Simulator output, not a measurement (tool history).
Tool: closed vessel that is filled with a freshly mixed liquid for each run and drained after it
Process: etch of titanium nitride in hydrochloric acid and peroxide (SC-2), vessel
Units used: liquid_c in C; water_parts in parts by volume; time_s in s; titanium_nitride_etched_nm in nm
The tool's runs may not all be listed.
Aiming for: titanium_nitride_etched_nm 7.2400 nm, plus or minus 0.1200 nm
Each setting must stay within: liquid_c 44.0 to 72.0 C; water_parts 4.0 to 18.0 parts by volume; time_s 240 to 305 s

run 1 hour=0.0 | liquid_c=60.0 water_parts=10.0 time_s=305 | titanium_nitride_etched_nm=16.6740
run 2 hour=5.2 | liquid_c=58.0 water_parts=10.0 time_s=305 | titanium_nitride_etched_nm=14.6080
run 3 hour=11.1 | liquid_c=56.5 water_parts=10.0 time_s=305 | titanium_nitride_etched_nm=13.3380
run 4 hour=15.0 | liquid_c=56.5 water_parts=10.0 time_s=240 | titanium_nitride_etched_nm=10.4650
run 5 hour=17.8 | liquid_c=56.0 water_parts=10.0 time_s=240 | titanium_nitride_etched_nm=10.1410
run 6 hour=26.6 | liquid_c=55.5 water_parts=10.0 time_s=240 | titanium_nitride_etched_nm=9.8316
run 7 hour=28.7 | liquid_c=55.0 water_parts=10.0 time_s=240 | titanium_nitride_etched_nm=9.4842
run 8 hour=34.6 | liquid_c=54.5 water_parts=10.0 time_s=240 | titanium_nitride_etched_nm=9.1989
-- hour=37.9 chemicals flow meter replaced
run 9 hour=37.9 | liquid_c=50.0 water_parts=10.0 time_s=240 | titanium_nitride_etched_nm=7.5412

Which single option among these 5 for the next run brings every result within its allowed miss of target? Just one does.
run A hour=41.2 | liquid_c=48.0 water_parts=11.0 time_s=275 | titanium_nitride_etched_nm=?
run B hour=41.2 | liquid_c=48.0 water_parts=8.5 time_s=240 | titanium_nitride_etched_nm=?
run C hour=41.2 | liquid_c=48.0 water_parts=12.0 time_s=305 | titanium_nitride_etched_nm=?
run D hour=41.2 | liquid_c=52.0 water_parts=12.0 time_s=270 | titanium_nitride_etched_nm=?
run E hour=41.2 | liquid_c=49.5 water_parts=11.0 time_s=245 | titanium_nitride_etched_nm=?

move=A titanium_nitride_etched_nm=6.9800
move=B titanium_nitride_etched_nm=7.5421
move=C titanium_nitride_etched_nm=7.1885
move=D titanium_nitride_etched_nm=8.3088
move=E titanium_nitride_etched_nm=6.8780
A: the result that was furthest off in the last run now lies on the other side of its target
B: neither nearer nor further off than the last run
C: every result lands within tolerance
D: its largest miss is bigger than the last run's
E: the result that was furthest off in the last run now lies on the other side of its target
So the answer is move C, the one that meets all the targets.
